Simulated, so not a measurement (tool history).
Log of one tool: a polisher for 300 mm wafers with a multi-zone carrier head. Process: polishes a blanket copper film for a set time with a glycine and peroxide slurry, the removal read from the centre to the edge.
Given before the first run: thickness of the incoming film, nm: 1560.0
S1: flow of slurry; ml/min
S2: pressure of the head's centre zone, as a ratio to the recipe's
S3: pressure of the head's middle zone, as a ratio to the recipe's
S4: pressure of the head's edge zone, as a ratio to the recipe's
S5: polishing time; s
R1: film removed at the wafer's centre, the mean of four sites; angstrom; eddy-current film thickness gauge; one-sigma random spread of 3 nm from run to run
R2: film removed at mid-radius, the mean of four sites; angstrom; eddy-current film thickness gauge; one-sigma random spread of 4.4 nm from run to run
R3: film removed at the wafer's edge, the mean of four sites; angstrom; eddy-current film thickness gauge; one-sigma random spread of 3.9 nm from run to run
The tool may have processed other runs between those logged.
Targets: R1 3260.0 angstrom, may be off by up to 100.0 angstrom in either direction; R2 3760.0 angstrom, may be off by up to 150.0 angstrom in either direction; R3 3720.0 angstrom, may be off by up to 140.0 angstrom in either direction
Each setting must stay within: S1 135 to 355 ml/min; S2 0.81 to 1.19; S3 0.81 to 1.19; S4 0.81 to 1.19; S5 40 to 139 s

run	hour	S1	S2	S3	S4	S5	R1	R2	R3
1	0.0	225	1.00	1.00	1.00	89	2841.0	2813.6	2733.6
2	8.8	230	0.99	1.01	1.02	92	2904.7	2974.8	2902.6
3	16.3	230	0.99	1.01	1.02	112	3522.0	3522.8	3446.6
4	22.4	230	0.98	1.02	1.03	112	3479.7	3518.8	3483.9
5	23.4	230	0.97	1.03	1.04	112	3496.7	3554.5	3580.6
6	31.6	175	0.97	1.03	1.04	112	3297.2	3389.9	3394.1
7	39.5	180	0.96	1.04	1.05	112	3278.8	3491.5	3420.6
8	46.6	185	0.95	1.05	1.06	112	3274.2	3510.6	3538.1
9	51.8	190	0.95	1.06	1.06	112	3304.1	3569.2	3520.5
10	59.6	190	0.94	1.07	1.07	112	3256.8	3602.0	3535.6
11	60.9	195	0.94	1.07	1.08	112	3315.9	3608.1	3615.4

Which one of the following 5 next-run settings gets every result inside its allowed miss? There is exactly one.
A	62.2	180	0.87	1.02	1.17	122	?	?	?
B	62.2	175	0.87	1.12	1.15	115	?	?	?
C	62.2	155	0.91	1.08	1.07	121	?	?	?
D	62.2	195	0.86	1.01	1.16	122	?	?	?
E	62.2	180	0.93	1.01	1.19	124	?	?	?

move	R1	R2	R3
A	3246.9	3701.6	3944.6
B	3044.5	3758.9	3668.7
C	3257.6	3738.0	3667.6
D	3260.2	3723.6	3970.4
E	3529.5	3729.8	4042.4
A: the worst result of the last run now meets its target, but another is out of spec
B: the worst result of the last run now meets its target, but another is out of spec
C: each result inside its tolerance
D: the worst result of the last run now meets its target, but another is out of spec
E: the worst result of the last run now meets its target, but another is out of spec
The right move is C.
